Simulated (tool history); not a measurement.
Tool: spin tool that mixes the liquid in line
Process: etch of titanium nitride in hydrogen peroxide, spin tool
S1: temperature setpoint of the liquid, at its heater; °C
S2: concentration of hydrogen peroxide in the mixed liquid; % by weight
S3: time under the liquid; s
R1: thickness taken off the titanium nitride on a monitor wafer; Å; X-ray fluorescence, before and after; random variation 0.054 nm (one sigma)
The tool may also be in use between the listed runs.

run  hour    S1  S2   S3      R1
  1     0    43  15  265   117.9
  2   1.9  41.5  15  265  103.38
  3     8  41.5  15  285  112.82
  4  16.3    40  15  285  100.47
  5  23.6    39  15  285  92.202
  6  30.4    39  15  285  92.837

Forecast run 7:
  7    35  38.5  15  285   ?

Run 7 gave R1 89.268 Å.
